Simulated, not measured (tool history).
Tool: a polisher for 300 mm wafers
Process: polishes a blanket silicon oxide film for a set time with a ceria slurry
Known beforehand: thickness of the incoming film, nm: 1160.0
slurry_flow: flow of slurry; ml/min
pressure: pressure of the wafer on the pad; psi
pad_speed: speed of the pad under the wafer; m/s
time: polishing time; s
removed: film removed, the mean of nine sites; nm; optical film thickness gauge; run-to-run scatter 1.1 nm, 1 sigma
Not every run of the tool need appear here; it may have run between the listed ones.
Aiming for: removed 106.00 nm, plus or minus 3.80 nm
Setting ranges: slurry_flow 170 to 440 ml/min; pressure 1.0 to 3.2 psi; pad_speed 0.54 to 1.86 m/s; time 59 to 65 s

Run 1, hour 0.0: slurry_flow 280 ml/min, pressure 2.1 psi, pad_speed 1.18 m/s, time 65 s. Result: removed 179.35 nm.
Run 2, hour 1.1: slurry_flow 325 ml/min, pressure 2.1 psi, pad_speed 1.18 m/s, time 65 s. Result: removed 183.84 nm.
Run 3, hour 8.3: slurry_flow 325 ml/min, pressure 2.1 psi, pad_speed 0.90 m/s, time 65 s. Result: removed 152.53 nm.
Run 4, hour 9.1: slurry_flow 325 ml/min, pressure 2.3 psi, pad_speed 0.90 m/s, time 65 s. Result: removed 163.89 nm.
Run 5, hour 11.5: slurry_flow 375 ml/min, pressure 2.3 psi, pad_speed 0.90 m/s, time 65 s. Result: removed 168.20 nm.
Run 6, hour 15.1: slurry_flow 375 ml/min, pressure 2.2 psi, pad_speed 0.90 m/s, time 65 s. Result: removed 161.45 nm.
Run 7, hour 19.6: slurry_flow 375 ml/min, pressure 2.2 psi, pad_speed 0.90 m/s, time 65 s. Result: removed 159.39 nm.
Run 8, hour 21.5: slurry_flow 375 ml/min, pressure 2.2 psi, pad_speed 0.90 m/s, time 65 s. Result: removed 160.98 nm.
Run 9, hour 22.2: slurry_flow 375 ml/min, pressure 2.1 psi, pad_speed 0.90 m/s, time 65 s. Result: removed 152.81 nm.
Run 10, hour 24.9: slurry_flow 375 ml/min, pressure 2.0 psi, pad_speed 0.90 m/s, time 65 s. Result: removed 144.72 nm.

Consider the 4 candidate settings below. Which is the only one whose results all fall within their allowed miss of target?
Run A, hour 27.6: slurry_flow 355 ml/min, pressure 1.9 psi, pad_speed 0.74 m/s, time 61 s. Result: removed ?.
Run B, hour 27.6: slurry_flow 330 ml/min, pressure 1.9 psi, pad_speed 0.72 m/s, time 59 s. Result: removed ?.
Run C, hour 27.6: slurry_flow 410 ml/min, pressure 1.5 psi, pad_speed 0.96 m/s, time 63 s. Result: removed ?.
Run D, hour 27.6: slurry_flow 400 ml/min, pressure 2.1 psi, pad_speed 0.84 m/s, time 59 s. Result: removed ?.

move  removed
   A   114.41
   B   108.11
   C   113.53
   D   133.80
A: an improvement on the last run, though not all results are within tolerance
B: meets every target
C: an improvement on the last run, though not all results are within tolerance
D: an improvement on the last run, though not all results are within tolerance
B is the move that brings every result within its allowed miss.
